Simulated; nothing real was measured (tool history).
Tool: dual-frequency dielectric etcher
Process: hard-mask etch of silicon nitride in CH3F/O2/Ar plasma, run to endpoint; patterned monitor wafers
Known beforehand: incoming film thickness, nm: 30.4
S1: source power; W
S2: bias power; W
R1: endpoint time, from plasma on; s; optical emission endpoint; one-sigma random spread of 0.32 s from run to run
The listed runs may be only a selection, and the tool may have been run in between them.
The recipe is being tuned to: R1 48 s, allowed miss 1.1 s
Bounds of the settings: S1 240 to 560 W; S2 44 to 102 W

run  hour   S1  S2      R1
  1     0  400  73  43.596
  2     3  470  73  40.272
  3   6.7  450  72  41.152
  4  14.3  430  71  42.401
  5  18.9  430  77  40.895
  6  20.2  410  76  42.023
  7  25.8  390  75  43.323
  8  33.1  380  74   44.26
  9  39.7  370  74  44.542
 10  45.2  360  74  45.408
 11  46.1  350  74  46.178

5 candidate next runs follow, results not yet known. Just one meets every target within its allowed miss. Identify it.
  A    47  320  89   ?
  B    47  330  73   ?
  C    47  380  77   ?
  D    47  370  75   ?
  E    47  370  77   ?

move      R1
   A  45.584
   B  48.298
   C  44.232
   D  45.228
   E    44.8
A: lands further from the targets than the last run did
B: all results in spec
C: lands further from the targets than the last run did
D: lands further from the targets than the last run did
E: lands further from the targets than the last run did
The move that meets every target is B.
